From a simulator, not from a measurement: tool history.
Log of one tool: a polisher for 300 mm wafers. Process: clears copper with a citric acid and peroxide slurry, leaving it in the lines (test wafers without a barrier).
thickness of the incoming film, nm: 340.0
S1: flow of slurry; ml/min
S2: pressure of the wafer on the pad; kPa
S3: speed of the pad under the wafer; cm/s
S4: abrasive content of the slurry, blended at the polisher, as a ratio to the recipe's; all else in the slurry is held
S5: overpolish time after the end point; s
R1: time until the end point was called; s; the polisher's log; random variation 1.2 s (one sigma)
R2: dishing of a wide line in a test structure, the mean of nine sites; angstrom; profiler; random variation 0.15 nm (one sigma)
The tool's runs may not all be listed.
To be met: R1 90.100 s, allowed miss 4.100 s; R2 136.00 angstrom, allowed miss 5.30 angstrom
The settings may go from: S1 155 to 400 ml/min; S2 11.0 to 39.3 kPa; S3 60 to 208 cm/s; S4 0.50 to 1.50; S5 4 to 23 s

run,day,S1,S2,S3,S4,S5,R1,R2
1,0.000,255,24.8,134,1.00,12,108.010,262.43
2,0.229,305,24.8,134,1.00,12,102.810,265.60
3,0.371,305,21.4,134,1.00,12,118.250,241.47
4,0.550,325,23.4,128,1.00,10,113.980,210.30
5,0.654,370,23.4,128,1.00,10,112.470,212.58
6,1.000,375,24.8,124,1.00,9,111.220,198.50
7,1.188,380,26.2,122,1.00,8,109.810,176.81
8,1.342,380,28.3,120,1.00,7,103.240,166.08
9,1.396,380,29.6,118,1.00,6,103.200,143.01
10,1.512,380,31.0,118,1.00,6,96.950,150.43
11,1.833,380,31.7,116,1.00,6,98.506,151.92
12,1.917,380,32.4,116,1.00,6,95.390,153.39
13,2.242,380,33.1,116,1.00,6,93.389,156.63
14,2.296,380,33.1,116,1.00,6,95.257,152.35
15,2.608,380,33.8,116,1.00,6,92.086,158.15
16,2.804,380,34.5,116,1.00,6,90.528,160.47

5 next moves are on the table. One of them brings every result within its allowed miss. Which?
A,3.000,400,27.6,136,1.35,8,?,?
B,3.000,330,22.1,172,1.00,7,?,?
C,3.000,380,35.9,116,0.95,5,?,?
D,3.000,400,39.3,106,0.70,7,?,?
E,3.000,375,35.2,112,1.00,8,?,?

move,R1,R2
A,88.871,211.17
B,89.940,183.62
C,88.051,137.09
D,91.499,182.28
E,91.606,206.13
A: further off than the last run
B: further off than the last run
C: meets every target
D: further off than the last run
E: further off than the last run
Move C is the one to make.
